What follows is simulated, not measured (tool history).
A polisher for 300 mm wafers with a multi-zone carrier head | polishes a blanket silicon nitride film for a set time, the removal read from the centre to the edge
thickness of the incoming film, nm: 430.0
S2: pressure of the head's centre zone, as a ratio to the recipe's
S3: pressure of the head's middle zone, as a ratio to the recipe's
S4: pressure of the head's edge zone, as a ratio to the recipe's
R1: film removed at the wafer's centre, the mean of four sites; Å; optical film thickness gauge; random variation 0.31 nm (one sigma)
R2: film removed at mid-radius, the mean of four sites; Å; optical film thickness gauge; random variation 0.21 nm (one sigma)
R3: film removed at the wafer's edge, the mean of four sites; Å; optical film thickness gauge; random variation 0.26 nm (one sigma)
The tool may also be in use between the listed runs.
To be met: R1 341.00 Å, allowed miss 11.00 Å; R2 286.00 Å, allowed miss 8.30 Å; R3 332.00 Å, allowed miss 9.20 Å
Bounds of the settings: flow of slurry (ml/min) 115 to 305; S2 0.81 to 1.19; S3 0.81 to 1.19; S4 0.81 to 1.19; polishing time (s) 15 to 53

run 1 hour=0.0 | flow_of_slurry_(ml/min)=195 S2=1.00 S3=1.00 S4=1.00 polishing_time_(s)=34 | R1=465.82 R2=471.50 R3=461.92
run 2 hour=8.9 | flow_of_slurry_(ml/min)=180 S2=1.01 S3=0.94 S4=0.99 polishing_time_(s)=31 | R1=417.79 R2=410.65 R3=412.46
run 3 hour=15.4 | flow_of_slurry_(ml/min)=180 S2=1.01 S3=0.94 S4=0.99 polishing_time_(s)=26 | R1=355.45 R2=342.29 R3=347.92
run 4 hour=21.3 | flow_of_slurry_(ml/min)=180 S2=1.09 S3=0.94 S4=0.99 polishing_time_(s)=26 | R1=373.98 R2=344.55 R3=350.90
run 5 hour=25.1 | flow_of_slurry_(ml/min)=180 S2=1.09 S3=0.94 S4=0.93 polishing_time_(s)=26 | R1=379.01 R2=343.67 R3=340.46
run 6 hour=28.9 | flow_of_slurry_(ml/min)=180 S2=1.02 S3=0.94 S4=0.93 polishing_time_(s)=26 | R1=362.41 R2=344.57 R3=338.71
run 7 hour=29.6 | flow_of_slurry_(ml/min)=170 S2=1.05 S3=0.90 S4=0.97 polishing_time_(s)=25 | R1=350.32 R2=312.78 R3=329.21
run 8 hour=33.7 | flow_of_slurry_(ml/min)=160 S2=1.05 S3=0.88 S4=0.99 polishing_time_(s)=25 | R1=345.27 R2=308.22 R3=332.96

5 next moves are on the table. One of them brings every result within its allowed miss. Which?
run A hour=37.8 | flow_of_slurry_(ml/min)=115 S2=1.06 S3=0.81 S4=1.19 polishing_time_(s)=25 | R1=? R2=? R3=?
run B hour=37.8 | flow_of_slurry_(ml/min)=185 S2=1.05 S3=0.81 S4=1.02 polishing_time_(s)=24 | R1=? R2=? R3=?
run C hour=37.8 | flow_of_slurry_(ml/min)=175 S2=1.04 S3=1.01 S4=0.98 polishing_time_(s)=25 | R1=? R2=? R3=?
run D hour=37.8 | flow_of_slurry_(ml/min)=140 S2=1.01 S3=0.81 S4=1.10 polishing_time_(s)=24 | R1=? R2=? R3=?
run E hour=37.8 | flow_of_slurry_(ml/min)=115 S2=1.01 S3=0.82 S4=1.11 polishing_time_(s)=26 | R1=? R2=? R3=?

move=A R1=317.87 R2=272.23 R3=346.21
move=B R1=336.73 R2=287.10 R3=328.65
move=C R1=345.13 R2=346.82 R3=332.84
move=D R1=308.95 R2=273.18 R3=329.16
move=E R1=318.40 R2=285.61 R3=347.30
A: takes the result that was furthest off past its target
B: meets every target
C: further off than the last run
D: takes the result that was furthest off past its target
E: brings the result that was furthest off to its target, and leaves another outside
Move B is the one to make.
